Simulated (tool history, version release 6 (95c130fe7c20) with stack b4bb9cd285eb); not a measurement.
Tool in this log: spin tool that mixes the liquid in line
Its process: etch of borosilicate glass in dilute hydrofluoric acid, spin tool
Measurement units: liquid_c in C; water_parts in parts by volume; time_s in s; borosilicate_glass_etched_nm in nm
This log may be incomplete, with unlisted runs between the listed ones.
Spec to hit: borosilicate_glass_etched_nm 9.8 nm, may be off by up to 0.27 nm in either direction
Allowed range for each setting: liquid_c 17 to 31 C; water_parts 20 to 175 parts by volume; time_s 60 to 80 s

{"run": 1, "hour": 0.0, "liquid_c": 23, "water_parts": 95, "time_s": 80, "borosilicate_glass_etched_nm": 19.776}
{"run": 2, "hour": 3.0, "liquid_c": 23, "water_parts": 70, "time_s": 80, "borosilicate_glass_etched_nm": 27.618}
{"run": 3, "hour": 5.8, "liquid_c": 22.5, "water_parts": 75, "time_s": 80, "borosilicate_glass_etched_nm": 25.192}
{"run": 4, "hour": 14.4, "liquid_c": 22, "water_parts": 80, "time_s": 80, "borosilicate_glass_etched_nm": 22.878}
{"run": 5, "hour": 19.3, "liquid_c": 21.5, "water_parts": 85, "time_s": 80, "borosilicate_glass_etched_nm": 20.847}
{"run": 6, "hour": 24.2, "liquid_c": 23, "water_parts": 85, "time_s": 80, "borosilicate_glass_etched_nm": 22.048}
{"run": 7, "hour": 30.9, "liquid_c": 22.5, "water_parts": 90, "time_s": 80, "borosilicate_glass_etched_nm": 20.575}
{"run": 8, "hour": 34.5, "liquid_c": 22, "water_parts": 95, "time_s": 80, "borosilicate_glass_etched_nm": 19.034}
{"run": 9, "hour": 36.2, "liquid_c": 22, "water_parts": 95, "time_s": 80, "borosilicate_glass_etched_nm": 18.581}
{"run": 10, "hour": 40.3, "liquid_c": 21.5, "water_parts": 100, "time_s": 80, "borosilicate_glass_etched_nm": 17.449}
{"run": 11, "hour": 45.5, "liquid_c": 21, "water_parts": 105, "time_s": 80, "borosilicate_glass_etched_nm": 16.135}
{"run": 12, "hour": 52.9, "liquid_c": 20.5, "water_parts": 110, "time_s": 80, "borosilicate_glass_etched_nm": 15.116}
{"run": 13, "hour": 55.1, "liquid_c": 20, "water_parts": 115, "time_s": 80, "borosilicate_glass_etched_nm": 14.058}
{"run": 14, "hour": 61.1, "liquid_c": 19.5, "water_parts": 115, "time_s": 80, "borosilicate_glass_etched_nm": 13.775}

Exercise: of the 5 proposed moves below, exactly one satisfies all targets within the stated allowed misses. Which move is it?
{"run": "A", "hour": 67.1, "liquid_c": 21, "water_parts": 145, "time_s": 70, "borosilicate_glass_etched_nm": "?"}
{"run": "B", "hour": 67.1, "liquid_c": 21.5, "water_parts": 120, "time_s": 60, "borosilicate_glass_etched_nm": "?"}
{"run": "C", "hour": 67.1, "liquid_c": 17.5, "water_parts": 120, "time_s": 60, "borosilicate_glass_etched_nm": "?"}
{"run": "D", "hour": 67.1, "liquid_c": 19.5, "water_parts": 145, "time_s": 80, "borosilicate_glass_etched_nm": "?"}
{"run": "E", "hour": 67.1, "liquid_c": 20.5, "water_parts": 145, "time_s": 75, "borosilicate_glass_etched_nm": "?"}

move=A borosilicate_glass_etched_nm=9.9804
move=B borosilicate_glass_etched_nm=10.838
move=C borosilicate_glass_etched_nm=9.2079
move=D borosilicate_glass_etched_nm=10.745
move=E borosilicate_glass_etched_nm=10.483
A: all results land within tolerance of their targets
B: an improvement on the last run, though not all results are within tolerance
C: pushes the last run's worst result past its target
D: an improvement on the last run, though not all results are within tolerance
E: an improvement on the last run, though not all results are within tolerance
So the answer is move A, the one that meets all the targets.
